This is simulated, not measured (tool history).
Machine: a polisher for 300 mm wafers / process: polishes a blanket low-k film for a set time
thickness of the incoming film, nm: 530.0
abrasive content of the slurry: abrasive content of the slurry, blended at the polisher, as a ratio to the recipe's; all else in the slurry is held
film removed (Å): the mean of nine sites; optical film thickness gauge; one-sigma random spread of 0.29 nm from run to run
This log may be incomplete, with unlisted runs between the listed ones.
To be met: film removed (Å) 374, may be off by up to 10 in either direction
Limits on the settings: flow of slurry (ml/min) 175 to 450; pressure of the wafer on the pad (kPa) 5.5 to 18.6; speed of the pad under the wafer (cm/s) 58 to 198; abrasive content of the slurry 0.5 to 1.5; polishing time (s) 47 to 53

run  hour  flow of slurry (ml/min)  pressure of the wafer on the pad (kPa)  speed of the pad under the wafer (cm/s)  abrasive content of the slurry  polishing time (s)  film removed (Å)
  1     0                      290                                    11.7                                      128                               1                  53             237.4
  2   6.9                      290                                    13.1                                      128                               1                  53            262.61
  3  13.2                      290                                    13.1                                      128                               1                  53            262.33
  4  15.5                      290                                      11                                      128                               1                  53            223.72
  5  22.2                      290                                    12.4                                      128                               1                  53            249.71
  6  30.9                      330                                    12.4                                      128                               1                  53            251.82
  7  32.7                      330                                    13.8                                      128                               1                  53            281.36
  8  39.1                      330                                    14.5                                      128                               1                  53            295.42
  9  44.8                      330                                    14.5                                      128                               1                  53            289.27
 10  48.6                      330                                    15.2                                      128                               1                  53            307.34
 11  57.2                      330                                    15.9                                      128                               1                  53            320.72
 12    63                      330                                    16.5                                      128                               1                  53            331.47
 13  66.8                      340                                    17.2                                      128                               1                  53            344.46
 14  68.8                      345                                    17.2                                      128                               1                  53            347.44
 15    77                      345                                    17.2                                      128                               1                  53             346.4
 16  83.2                      345                                    17.2                                      128                               1                  53            349.79
 17  86.9                      350                                    17.2                                      128                               1                  53            347.97
 18  91.3                      350                                    17.9                                      128                               1                  53            362.74

Which of these 4 next moves meets every target?
  A  95.7                      335                                    17.9                                      144                               1                  50                 ?
  B  95.7                      350                                    18.6                                      138                             1.1                  50                 ?
  C  95.7                      345                                    18.6                                      140                            1.15                  48                 ?
  D  95.7                      370                                    18.6                                      132                            1.05                  53                 ?

move  film removed (Å)
   A            374.68
   B            392.77
   C            387.98
   D            395.78
A: every result lands within tolerance
B: carries the result that was furthest off beyond its target, to the other side
C: carries the result that was furthest off beyond its target, to the other side
D: carries the result that was furthest off beyond its target, to the other side
A meets every target.

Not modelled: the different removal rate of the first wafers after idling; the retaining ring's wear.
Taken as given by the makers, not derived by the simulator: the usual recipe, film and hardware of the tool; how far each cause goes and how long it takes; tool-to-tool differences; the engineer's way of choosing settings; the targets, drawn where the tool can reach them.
